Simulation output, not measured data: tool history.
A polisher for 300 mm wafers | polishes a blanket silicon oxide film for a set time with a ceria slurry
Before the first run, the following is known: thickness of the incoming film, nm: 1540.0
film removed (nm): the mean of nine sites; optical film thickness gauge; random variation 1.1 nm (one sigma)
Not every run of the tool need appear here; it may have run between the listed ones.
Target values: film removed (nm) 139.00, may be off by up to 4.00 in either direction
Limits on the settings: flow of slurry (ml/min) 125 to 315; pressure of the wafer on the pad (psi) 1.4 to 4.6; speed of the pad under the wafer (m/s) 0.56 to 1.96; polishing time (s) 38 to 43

run,day,flow of slurry (ml/min),pressure of the wafer on the pad (psi),speed of the pad under the wafer (m/s),polishing time (s),film removed (nm)
1,0.000,205,3.0,1.26,43,290.18
2,0.317,205,3.0,1.10,43,262.00
3,0.554,205,3.6,1.10,43,315.75
4,0.658,200,3.0,1.06,43,253.04
5,0.996,200,3.0,1.06,43,251.32
6,1.225,245,3.0,1.06,43,265.80
# day 1.567: head pressure recalibrated
7,1.567,225,2.5,1.04,43,197.99
8,1.654,215,2.3,1.04,43,178.65
9,1.725,200,2.2,1.04,43,174.33
10,2.079,200,2.2,1.04,43,173.87
11,2.200,195,2.1,1.04,43,162.91
12,2.500,185,2.0,1.04,43,156.29
13,2.833,180,1.9,1.04,43,151.01

Exactly one of the 4 candidate moves below puts every result within its allowed miss. Which one?
A,3.167,125,2.3,0.82,42,?
B,3.167,195,1.9,1.26,42,?
C,3.167,175,2.3,0.94,43,?
D,3.167,125,1.7,1.54,43,?

move,film removed (nm)
A,137.63
B,167.49
C,163.95
D,167.32
A: each result inside its tolerance
B: its largest miss is bigger than the last run's
C: its largest miss is bigger than the last run's
D: its largest miss is bigger than the last run's
The move that meets every target is A.
